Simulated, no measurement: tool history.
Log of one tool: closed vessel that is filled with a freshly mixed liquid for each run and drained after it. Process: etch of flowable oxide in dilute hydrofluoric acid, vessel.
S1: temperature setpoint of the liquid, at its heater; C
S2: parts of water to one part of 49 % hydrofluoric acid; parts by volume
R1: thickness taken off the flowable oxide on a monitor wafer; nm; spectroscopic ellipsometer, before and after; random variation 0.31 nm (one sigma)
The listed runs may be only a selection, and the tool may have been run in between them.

run 1 hour=0 | S1=24 S2=95 time_in_the_liquid_(s)=145 | R1=77.087
run 2 hour=1.4 | S1=22 S2=110 time_in_the_liquid_(s)=145 | R1=59.338
run 3 hour=10.2 | S1=20.5 S2=120 time_in_the_liquid_(s)=145 | R1=51.642
run 4 hour=15.9 | S1=17 S2=120 time_in_the_liquid_(s)=145 | R1=43.607
run 5 hour=17.6 | S1=17 S2=120 time_in_the_liquid_(s)=155 | R1=46.708
run 6 hour=18.8 | S1=17 S2=135 time_in_the_liquid_(s)=155 | R1=41.4
run 7 hour=27 | S1=17 S2=140 time_in_the_liquid_(s)=155 | R1=40.335
run 8 hour=29.1 | S1=17 S2=145 time_in_the_liquid_(s)=155 | R1=37.968

Run 9 has not been measured yet. What should we expect?
run 9 hour=32.9 | S1=17 S2=150 time_in_the_liquid_(s)=155 | R1=?

{"run 9": {"R1": 37.091}}
